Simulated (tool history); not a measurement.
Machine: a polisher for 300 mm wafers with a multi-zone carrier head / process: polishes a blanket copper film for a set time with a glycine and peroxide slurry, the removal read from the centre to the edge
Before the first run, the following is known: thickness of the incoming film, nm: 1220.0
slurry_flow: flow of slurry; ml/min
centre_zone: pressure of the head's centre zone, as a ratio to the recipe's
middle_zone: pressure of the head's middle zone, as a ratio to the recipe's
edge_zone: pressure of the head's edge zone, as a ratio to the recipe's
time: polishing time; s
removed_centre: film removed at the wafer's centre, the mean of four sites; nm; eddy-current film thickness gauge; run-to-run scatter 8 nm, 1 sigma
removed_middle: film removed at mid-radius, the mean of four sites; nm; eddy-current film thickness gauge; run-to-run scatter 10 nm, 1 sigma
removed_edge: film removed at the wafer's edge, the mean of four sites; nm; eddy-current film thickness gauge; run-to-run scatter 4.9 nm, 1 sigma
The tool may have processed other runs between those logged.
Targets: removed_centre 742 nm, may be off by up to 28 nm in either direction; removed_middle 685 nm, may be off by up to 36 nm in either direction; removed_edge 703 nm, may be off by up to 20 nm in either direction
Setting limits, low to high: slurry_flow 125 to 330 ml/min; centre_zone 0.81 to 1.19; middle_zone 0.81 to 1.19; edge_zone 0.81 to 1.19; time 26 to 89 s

run  hour  slurry_flow  centre_zone  middle_zone  edge_zone  time  removed_centre  removed_middle  removed_edge
  1     0          210            1            1          1    57          480.78          483.69        478.86
  2     7          220         1.02         1.01       1.03    61          517.43           520.9        518.59
  3  15.7          225         1.05         1.01       1.05    65          580.71          535.05         559.7
  4  23.7          195         1.05         1.01       1.05    65          561.05          541.98        553.54
  5  27.3          205         1.07         1.03       1.07    68          600.64          585.52         580.2
  6  33.4          215         1.08         1.03       1.08    70          636.62          609.29        592.15
  7  35.4          220         1.08         1.02       1.09    72          643.05          631.34        617.56
  8  37.2          220         1.09            1        1.1    74           675.1           628.6        635.31
  9  37.7          220         1.09            1        1.1    74           667.8          615.78        628.64
 10  43.9          220         1.09            1       1.11    76          696.37          646.93        653.08
 11    46          220         1.09            1       1.12    77          701.11          649.34        664.32
 12  46.9          225         1.09            1       1.13    78           727.9          667.39        676.91
 13  48.4          225         1.08            1       1.13    78          704.34          650.82        683.76
 14  56.2          230         1.08            1       1.13    78          708.28          667.52        675.86

Of the 5 settings listed for the next run, only one would bring every result within its allowed miss of target. Which one?
  A    64          220         1.15          0.9       1.16    79               ?               ?             ?
  B    64          195         1.11         1.01       1.14    82               ?               ?             ?
  C    64          295          1.1         0.84       1.19    81               ?               ?             ?
  D    64          245         1.12         1.05       1.08    76               ?               ?             ?
  E    64          320         1.12         1.03       1.03    75               ?               ?             ?

move  removed_centre  removed_middle  removed_edge
   A          759.34          636.71        687.92
   B          753.94          704.51        704.14
   C          766.15          640.59        724.03
   D          720.15          682.86        651.39
   E          727.29          679.42        644.53
A: the worst result of the last run now meets its target, but another is out of spec
B: hits every target within its allowed miss
C: moves the result that the last run missed by most past its target, out the other side
D: further off than the last run
E: further off than the last run
Answer: B
